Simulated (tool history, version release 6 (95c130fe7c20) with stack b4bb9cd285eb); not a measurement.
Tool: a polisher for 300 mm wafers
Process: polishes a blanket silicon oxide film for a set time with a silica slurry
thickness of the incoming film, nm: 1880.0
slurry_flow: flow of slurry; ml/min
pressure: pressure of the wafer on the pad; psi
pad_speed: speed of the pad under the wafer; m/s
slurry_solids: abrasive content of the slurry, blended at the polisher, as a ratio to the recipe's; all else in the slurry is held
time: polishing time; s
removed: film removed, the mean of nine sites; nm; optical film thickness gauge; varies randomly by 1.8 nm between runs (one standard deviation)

Run 1, hour 0.0: slurry_flow 155 ml/min, pressure 4.8 psi, pad_speed 0.92 m/s, slurry_solids 1.0, time 49 s. Result: removed 160.75 nm.
Run 2, hour 2.4: slurry_flow 155 ml/min, pressure 4.9 psi, pad_speed 0.92 m/s, slurry_solids 1.0, time 49 s. Result: removed 163.31 nm.
Run 3, hour 4.1: slurry_flow 175 ml/min, pressure 4.9 psi, pad_speed 0.92 m/s, slurry_solids 1.0, time 49 s. Result: removed 167.46 nm.
Run 4, hour 9.2: slurry_flow 185 ml/min, pressure 5.1 psi, pad_speed 0.92 m/s, slurry_solids 1.0, time 49 s. Result: removed 173.28 nm.
Run 5, hour 17.2: slurry_flow 185 ml/min, pressure 5.1 psi, pad_speed 0.92 m/s, slurry_solids 1.0, time 49 s. Result: removed 175.59 nm.
Run 6, hour 19.2: slurry_flow 185 ml/min, pressure 5.1 psi, pad_speed 0.74 m/s, slurry_solids 1.0, time 49 s. Result: removed 147.12 nm.
Run 7, hour 26.1: slurry_flow 185 ml/min, pressure 5.2 psi, pad_speed 0.74 m/s, slurry_solids 1.0, time 49 s. Result: removed 148.79 nm.

Expected results for the next run?
Run 8, hour 31.7: slurry_flow 185 ml/min, pressure 5.3 psi, pad_speed 0.74 m/s, slurry_solids 1.0, time 49 s. Result: removed ?.

{"run 8": {"removed": 152.75}}

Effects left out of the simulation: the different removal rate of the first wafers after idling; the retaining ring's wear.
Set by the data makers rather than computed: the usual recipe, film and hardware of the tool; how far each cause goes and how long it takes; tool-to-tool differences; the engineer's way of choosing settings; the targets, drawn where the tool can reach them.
